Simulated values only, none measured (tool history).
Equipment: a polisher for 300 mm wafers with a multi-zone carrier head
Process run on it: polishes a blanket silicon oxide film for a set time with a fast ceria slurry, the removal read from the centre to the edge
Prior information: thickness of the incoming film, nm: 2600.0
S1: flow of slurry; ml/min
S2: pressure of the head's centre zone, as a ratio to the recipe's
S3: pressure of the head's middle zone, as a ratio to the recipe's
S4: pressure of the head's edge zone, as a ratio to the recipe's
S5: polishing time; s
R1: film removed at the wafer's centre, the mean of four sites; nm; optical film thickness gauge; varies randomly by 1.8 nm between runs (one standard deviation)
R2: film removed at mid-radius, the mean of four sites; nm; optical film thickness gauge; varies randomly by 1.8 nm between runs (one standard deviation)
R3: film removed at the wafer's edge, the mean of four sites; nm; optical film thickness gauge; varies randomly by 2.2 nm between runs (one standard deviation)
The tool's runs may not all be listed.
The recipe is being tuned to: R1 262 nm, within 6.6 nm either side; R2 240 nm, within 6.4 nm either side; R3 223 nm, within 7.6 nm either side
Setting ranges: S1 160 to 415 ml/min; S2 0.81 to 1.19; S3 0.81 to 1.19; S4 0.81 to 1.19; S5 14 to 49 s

run 1 hour=0 | S1=265 S2=1 S3=1 S4=1 S5=31 | R1=349.6 R2=355.95 R3=346.75
run 2 hour=0.9 | S1=270 S2=1.01 S3=0.99 S4=0.98 S5=30 | R1=343.6 R2=341.94 R3=330.41
run 3 hour=5.4 | S1=270 S2=1.01 S3=0.99 S4=0.98 S5=35 | R1=394.33 R2=402.2 R3=394.19
run 4 hour=9.8 | S1=210 S2=1.01 S3=0.99 S4=0.98 S5=35 | R1=391.13 R2=388.1 R3=375.4
run 5 hour=16.4 | S1=205 S2=1.01 S3=0.98 S4=0.96 S5=33 | R1=361.39 R2=361.25 R3=350.34
run 6 hour=19.3 | S1=205 S2=1.01 S3=0.98 S4=1.02 S5=33 | R1=362.31 R2=358.97 R3=363.9
run 7 hour=24.2 | S1=250 S2=1.07 S3=0.92 S4=0.92 S5=24 | R1=285.58 R2=255.61 R3=255.3
run 8 hour=29.4 | S1=245 S2=1.07 S3=0.92 S4=0.91 S5=24 | R1=286.66 R2=253.72 R3=251.94
run 9 hour=29.9 | S1=240 S2=1.07 S3=0.92 S4=0.9 S5=24 | R1=285.07 R2=252.09 R3=249.89
run 10 hour=31.7 | S1=235 S2=1.07 S3=0.92 S4=0.89 S5=24 | R1=280.87 R2=255.88 R3=253.1
run 11 hour=34.6 | S1=235 S2=1.08 S3=0.92 S4=0.88 S5=24 | R1=289.27 R2=253.81 R3=253.23
run 12 hour=37.3 | S1=240 S2=1.08 S3=0.93 S4=0.87 S5=23 | R1=278.68 R2=244.38 R3=238.64
run 13 hour=40.6 | S1=235 S2=1.08 S3=0.93 S4=0.86 S5=23 | R1=277.43 R2=245.57 R3=237.48
run 14 hour=46.6 | S1=230 S2=1.08 S3=0.93 S4=0.85 S5=23 | R1=273.32 R2=243.47 R3=235.16
run 15 hour=53.5 | S1=195 S2=1.08 S3=0.96 S4=0.81 S5=22 | R1=255.27 R2=231.43 R3=214.68

4 candidate next runs follow, results not yet known. Just one meets every target within its allowed miss. Identify it.
run A hour=60.4 | S1=170 S2=1.09 S3=0.96 S4=0.81 S5=23 | R1=? R2=? R3=?
run B hour=60.4 | S1=160 S2=1.04 S3=1.01 S4=0.88 S5=23 | R1=? R2=? R3=?
run C hour=60.4 | S1=200 S2=1.12 S3=1.01 S4=0.82 S5=21 | R1=? R2=? R3=?
run D hour=60.4 | S1=205 S2=1.11 S3=1.01 S4=0.81 S5=21 | R1=? R2=? R3=?

move=A R1=260.23 R2=240.35 R3=225.53
move=B R1=244.74 R2=247.41 R3=231.7
move=C R1=252.62 R2=235.65 R3=211.45
move=D R1=251.49 R2=236.62 R3=210.95
A: in spec on every target
B: takes the biggest miss from the last run beyond its target
C: corrects the largest miss of the last run, while another result sits out of spec
D: corrects the largest miss of the last run, while another result sits out of spec
Answer: A
